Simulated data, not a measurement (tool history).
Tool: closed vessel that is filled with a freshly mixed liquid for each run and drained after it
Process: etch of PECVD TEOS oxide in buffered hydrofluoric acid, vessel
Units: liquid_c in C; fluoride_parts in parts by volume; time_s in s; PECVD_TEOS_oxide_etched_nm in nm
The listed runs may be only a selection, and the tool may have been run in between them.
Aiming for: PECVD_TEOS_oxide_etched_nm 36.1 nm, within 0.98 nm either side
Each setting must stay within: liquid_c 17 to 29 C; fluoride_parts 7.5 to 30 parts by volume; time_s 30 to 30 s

run,hour,liquid_c,fluoride_parts,time_s,PECVD_TEOS_oxide_etched_nm
1,0,21,20.5,30,26.198
2,5.8,22.5,20.5,30,28.666
3,14,22.5,20.5,30,28.593
4,15.7,19.5,20.5,30,24.12
5,16.4,19.5,17,30,28.941
6,18.7,19.5,21.5,30,23.079
7,24.5,21.5,21.5,30,26.059
8,32.3,23,21.5,30,28.086
# hour 37.9: hydrofluoric acid flow meter replaced
9,37.9,23,21.5,30,27.323
10,43.4,24.5,21.5,30,29.137
11,51.6,25.5,21.5,30,30.663
12,52.9,26.5,21.5,30,32.57
13,61,27,21.5,30,33.366

Consider the 4 candidate settings below. Which is the only one whose results all fall within their allowed miss of target?
A,69.1,29,22.5,30,?
B,69.1,27.5,23.5,30,?
C,69.1,27,21,30,?
D,69.1,25,20.5,30,?

move,PECVD_TEOS_oxide_etched_nm
A,36.586
B,32.777
C,34.467
D,31.449
A: meets every target
B: its largest miss is bigger than the last run's
C: moves toward the targets from the last run without getting all of them in spec
D: its largest miss is bigger than the last run's
Correct choice: A, which meets every target
